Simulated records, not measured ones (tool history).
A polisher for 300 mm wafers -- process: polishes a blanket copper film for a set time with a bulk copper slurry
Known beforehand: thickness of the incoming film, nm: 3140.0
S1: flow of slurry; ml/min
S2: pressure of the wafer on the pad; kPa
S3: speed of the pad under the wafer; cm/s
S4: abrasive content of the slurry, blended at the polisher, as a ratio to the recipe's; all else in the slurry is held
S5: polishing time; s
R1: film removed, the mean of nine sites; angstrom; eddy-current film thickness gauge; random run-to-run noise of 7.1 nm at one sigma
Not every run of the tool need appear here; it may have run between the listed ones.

run	hour	S1	S2	S3	S4	S5	R1
1	0.0	130	23.4	140	1.0	39	4951.6
2	7.9	130	23.4	140	1.0	39	4949.2
3	11.5	135	24.1	140	1.0	39	5169.0
4	13.1	140	24.8	140	1.0	39	5346.2
# hour 20.1: slurry nozzle cleaned
5	20.1	140	24.8	140	1.0	39	5529.3
6	25.9	145	24.8	140	1.0	39	5550.7
7	32.6	150	25.5	140	1.0	39	5673.0
8	34.7	150	25.5	140	1.0	39	5771.8
9	40.8	155	26.2	140	1.0	39	6020.5

Estimate the outcome of run 10 from the log above:
10	48.3	160	26.2	140	1.0	39	?

{"run 10": {"R1": 5969.2}}
